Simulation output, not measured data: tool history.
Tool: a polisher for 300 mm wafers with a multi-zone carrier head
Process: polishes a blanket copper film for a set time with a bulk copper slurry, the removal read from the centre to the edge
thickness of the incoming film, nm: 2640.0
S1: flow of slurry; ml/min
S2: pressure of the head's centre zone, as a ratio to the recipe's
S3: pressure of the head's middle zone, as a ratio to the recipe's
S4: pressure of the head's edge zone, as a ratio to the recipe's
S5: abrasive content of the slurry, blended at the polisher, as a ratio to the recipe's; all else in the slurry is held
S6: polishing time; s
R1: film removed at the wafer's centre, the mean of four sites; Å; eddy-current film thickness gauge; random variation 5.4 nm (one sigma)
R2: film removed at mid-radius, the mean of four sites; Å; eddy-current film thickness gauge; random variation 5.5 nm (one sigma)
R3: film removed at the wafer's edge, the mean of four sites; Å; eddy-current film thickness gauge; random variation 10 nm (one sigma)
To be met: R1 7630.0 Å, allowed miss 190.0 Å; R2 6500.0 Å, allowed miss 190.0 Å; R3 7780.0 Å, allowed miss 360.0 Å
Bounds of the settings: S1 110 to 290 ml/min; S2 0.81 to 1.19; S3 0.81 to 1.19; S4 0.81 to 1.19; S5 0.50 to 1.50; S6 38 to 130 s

run 1 hour=0.0 | S1=185 S2=1.00 S3=1.00 S4=1.00 S5=1.00 S6=84 | R1=8415.2 R2=8597.4 R3=8662.3
run 2 hour=6.6 | S1=185 S2=1.00 S3=1.00 S4=0.94 S5=1.00 S6=84 | R1=8472.3 R2=8543.2 R3=8373.5
run 3 hour=14.3 | S1=185 S2=0.96 S3=1.00 S4=0.94 S5=1.00 S6=84 | R1=8008.8 R2=8560.8 R3=8471.7
run 4 hour=16.1 | S1=175 S2=0.97 S3=0.96 S4=0.94 S5=0.95 S6=84 | R1=8071.8 R2=8103.2 R3=8489.6
run 5 hour=22.1 | S1=195 S2=0.97 S3=0.96 S4=0.94 S5=0.95 S6=84 | R1=8056.2 R2=8196.7 R3=8450.8
run 6 hour=29.2 | S1=165 S2=0.97 S3=0.96 S4=0.94 S5=0.95 S6=84 | R1=8066.9 R2=8137.7 R3=8182.2
run 7 hour=34.8 | S1=170 S2=0.98 S3=0.93 S4=0.95 S5=0.85 S6=83 | R1=7936.4 R2=7766.3 R3=7975.4
run 8 hour=35.9 | S1=175 S2=0.99 S3=0.90 S4=0.97 S5=0.85 S6=81 | R1=7640.7 R2=7293.6 R3=7875.3
run 9 hour=41.1 | S1=175 S2=1.00 S3=0.88 S4=0.98 S5=0.85 S6=81 | R1=7774.0 R2=7124.3 R3=7892.8
run 10 hour=49.3 | S1=175 S2=1.00 S3=0.86 S4=0.99 S5=0.85 S6=81 | R1=7895.6 R2=7015.9 R3=8099.8
run 11 hour=57.0 | S1=170 S2=1.00 S3=0.85 S4=0.99 S5=0.85 S6=81 | R1=7724.9 R2=6888.0 R3=7933.8

Which of these 5 next moves meets every target?
run A hour=64.7 | S1=180 S2=1.02 S3=0.94 S4=0.98 S5=0.55 S6=83 | R1=? R2=? R3=?
run B hour=64.7 | S1=190 S2=1.00 S3=0.92 S4=0.98 S5=0.90 S6=81 | R1=? R2=? R3=?
run C hour=64.7 | S1=190 S2=1.04 S3=1.00 S4=0.96 S5=0.75 S6=79 | R1=? R2=? R3=?
run D hour=64.7 | S1=175 S2=0.99 S3=0.91 S4=0.93 S5=0.80 S6=82 | R1=? R2=? R3=?
run E hour=64.7 | S1=185 S2=1.01 S3=0.82 S4=1.00 S5=0.85 S6=78 | R1=? R2=? R3=?

move=A R1=7587.1 R2=7253.0 R3=7582.1
move=B R1=8046.7 R2=7704.3 R3=8188.6
move=C R1=7873.9 R2=7765.9 R3=7614.6
move=D R1=7796.3 R2=7481.9 R3=7847.1
move=E R1=7706.4 R2=6650.0 R3=7864.5
A: further off than the last run
B: further off than the last run
C: further off than the last run
D: further off than the last run
E: meets every target
Move E is the one to make.

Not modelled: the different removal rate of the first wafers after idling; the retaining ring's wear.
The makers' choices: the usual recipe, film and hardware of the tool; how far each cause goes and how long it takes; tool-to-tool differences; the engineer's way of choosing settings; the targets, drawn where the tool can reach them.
